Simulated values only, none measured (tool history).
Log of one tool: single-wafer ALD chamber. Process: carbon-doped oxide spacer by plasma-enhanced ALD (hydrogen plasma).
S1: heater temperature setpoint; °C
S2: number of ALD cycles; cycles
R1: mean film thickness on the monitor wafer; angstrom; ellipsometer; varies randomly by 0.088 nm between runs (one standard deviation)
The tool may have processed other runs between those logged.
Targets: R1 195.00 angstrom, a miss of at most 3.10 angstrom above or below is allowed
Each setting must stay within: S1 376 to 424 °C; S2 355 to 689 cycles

Run 1, hour 0.0: S1 400 °C, S2 522 cycles. Result: R1 264.39 angstrom.
Run 2, hour 6.8: S1 401 °C, S2 490 cycles. Result: R1 247.64 angstrom.
Run 3, hour 10.3: S1 408 °C, S2 490 cycles. Result: R1 241.48 angstrom.
Run 4, hour 12.8: S1 408 °C, S2 429 cycles. Result: R1 211.46 angstrom.
Run 5, hour 19.0: S1 408 °C, S2 482 cycles. Result: R1 238.80 angstrom.
Run 6, hour 20.9: S1 409 °C, S2 464 cycles. Result: R1 229.30 angstrom.
Run 7, hour 30.6: S1 410 °C, S2 449 cycles. Result: R1 218.95 angstrom.
Run 8, hour 35.4: S1 412 °C, S2 441 cycles. Result: R1 213.88 angstrom.
Run 9, hour 42.4: S1 412 °C, S2 441 cycles. Result: R1 216.45 angstrom.
Run 10, hour 51.5: S1 413 °C, S2 432 cycles. Result: R1 210.61 angstrom.
Run 11, hour 61.4: S1 414 °C, S2 426 cycles. Result: R1 204.63 angstrom.
Run 12, hour 63.8: S1 416 °C, S2 424 cycles. Result: R1 204.20 angstrom.
Run 13, hour 72.7: S1 417 °C, S2 421 cycles. Result: R1 200.59 angstrom.
Run 14, hour 78.9: S1 418 °C, S2 420 cycles. Result: R1 199.31 angstrom.

Exercise: of the 4 proposed moves below, exactly one satisfies all targets within the stated allowed misses. Which move is it?
Run A, hour 85.1: S1 416 °C, S2 408 cycles. Result: R1 ?.
Run B, hour 85.1: S1 414 °C, S2 393 cycles. Result: R1 ?.
Run C, hour 85.1: S1 420 °C, S2 397 cycles. Result: R1 ?.
Run D, hour 85.1: S1 416 °C, S2 420 cycles. Result: R1 ?.

move      R1
   A  195.55
   B  189.72
   C  187.52
   D  201.30
A: hits every target within its allowed miss
B: takes the biggest miss from the last run beyond its target
C: takes the biggest miss from the last run beyond its target
D: its largest miss is bigger than the last run's
Correct choice: A, which meets every target
